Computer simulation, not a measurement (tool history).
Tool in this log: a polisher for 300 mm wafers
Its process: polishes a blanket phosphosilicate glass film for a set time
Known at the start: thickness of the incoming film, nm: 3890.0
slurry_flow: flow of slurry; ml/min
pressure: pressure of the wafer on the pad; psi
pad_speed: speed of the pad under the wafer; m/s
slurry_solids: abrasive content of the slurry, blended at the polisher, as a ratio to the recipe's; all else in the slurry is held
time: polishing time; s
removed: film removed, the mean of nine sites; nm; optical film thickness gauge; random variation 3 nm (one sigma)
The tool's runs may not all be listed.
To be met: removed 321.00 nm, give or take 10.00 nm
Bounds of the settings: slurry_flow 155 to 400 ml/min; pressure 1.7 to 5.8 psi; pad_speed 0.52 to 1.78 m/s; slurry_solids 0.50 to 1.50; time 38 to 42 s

| run | hour | slurry_flow | pressure | pad_speed | slurry_solids | time | removed |
|---|---|---|---|---|---|---|---|
| 1 | 0.0 | 255 | 3.7 | 1.14 | 1.00 | 42 | 487.21 |
| 2 | 4.3 | 255 | 3.7 | 1.40 | 1.00 | 42 | 555.58 |
| 3 | 9.5 | 255 | 3.0 | 1.40 | 1.00 | 42 | 450.64 |
| 4 | 16.5 | 255 | 3.0 | 1.40 | 0.90 | 42 | 440.66 |
| 5 | 20.9 | 290 | 3.0 | 1.40 | 0.90 | 42 | 440.72 |
| 6 | 26.3 | 290 | 2.7 | 1.40 | 0.90 | 42 | 395.41 |
| 7 | 34.9 | 290 | 2.5 | 1.40 | 0.90 | 42 | 377.22 |
| 8 | 42.1 | 290 | 2.3 | 1.40 | 0.90 | 42 | 338.11 |

Consider the 5 candidate settings below. Which is the only one whose results all fall within their allowed miss of target?
| A | 49.3 | 210 | 2.1 | 1.46 | 1.10 | 38 | ? |
| B | 49.3 | 325 | 2.8 | 1.38 | 0.75 | 38 | ? |
| C | 49.3 | 300 | 2.4 | 1.28 | 0.95 | 42 | ? |
| D | 49.3 | 345 | 2.7 | 1.28 | 0.75 | 42 | ? |
| E | 49.3 | 390 | 2.1 | 1.36 | 0.95 | 42 | ? |

| move | removed |
|---|---|
| A | 300.75 |
| B | 353.60 |
| C | 345.36 |
| D | 361.83 |
| E | 322.92 |
A: moves the result that the last run missed by most past its target, out the other side
B: the biggest miss grows against the last run
C: the biggest miss grows against the last run
D: the biggest miss grows against the last run
E: in spec on every target
E is the move that brings every result within its allowed miss.

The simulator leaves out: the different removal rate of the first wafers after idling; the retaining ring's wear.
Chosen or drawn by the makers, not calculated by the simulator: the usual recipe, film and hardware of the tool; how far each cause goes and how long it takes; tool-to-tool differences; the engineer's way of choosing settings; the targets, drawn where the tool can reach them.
